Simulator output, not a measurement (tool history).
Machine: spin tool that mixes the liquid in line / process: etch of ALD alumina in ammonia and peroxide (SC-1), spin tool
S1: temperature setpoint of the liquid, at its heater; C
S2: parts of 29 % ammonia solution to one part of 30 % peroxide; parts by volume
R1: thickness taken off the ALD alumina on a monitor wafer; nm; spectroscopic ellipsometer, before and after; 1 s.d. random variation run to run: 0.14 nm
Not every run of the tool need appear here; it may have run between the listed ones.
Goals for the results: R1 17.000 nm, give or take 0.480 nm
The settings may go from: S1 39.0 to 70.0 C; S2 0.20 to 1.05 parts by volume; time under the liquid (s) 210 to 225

run 1 hour=0.0 | S1=55.0 S2=0.55 time_under_the_liquid_(s)=210 | R1=13.147
run 2 hour=2.7 | S1=55.0 S2=0.55 time_under_the_liquid_(s)=210 | R1=13.319
run 3 hour=8.2 | S1=58.0 S2=0.55 time_under_the_liquid_(s)=210 | R1=15.539
run 4 hour=13.8 | S1=64.0 S2=0.55 time_under_the_liquid_(s)=210 | R1=20.659
run 5 hour=16.2 | S1=64.0 S2=0.65 time_under_the_liquid_(s)=210 | R1=21.173
run 6 hour=17.1 | S1=64.0 S2=0.65 time_under_the_liquid_(s)=210 | R1=21.150
run 7 hour=23.8 | S1=62.5 S2=0.65 time_under_the_liquid_(s)=210 | R1=19.618
run 8 hour=30.7 | S1=61.5 S2=0.65 time_under_the_liquid_(s)=210 | R1=18.754
run 9 hour=38.3 | S1=61.0 S2=0.65 time_under_the_liquid_(s)=210 | R1=18.018
run 10 hour=43.6 | S1=60.5 S2=0.65 time_under_the_liquid_(s)=210 | R1=17.852

Next run, 4 choices. One meets every target within its allowed miss, the rest don't. Which?
run A hour=48.9 | S1=61.0 S2=0.60 time_under_the_liquid_(s)=225 | R1=?
run B hour=48.9 | S1=58.5 S2=0.60 time_under_the_liquid_(s)=225 | R1=?
run C hour=48.9 | S1=58.5 S2=0.70 time_under_the_liquid_(s)=210 | R1=?
run D hour=48.9 | S1=61.0 S2=0.65 time_under_the_liquid_(s)=210 | R1=?

move=A R1=19.548
move=B R1=17.189
move=C R1=16.279
move=D R1=18.383
A: misses by more than the last run did
B: hits every target within its allowed miss
C: the result that was furthest off in the last run now lies on the other side of its target
D: misses by more than the last run did
Go with B: it meets all targets.
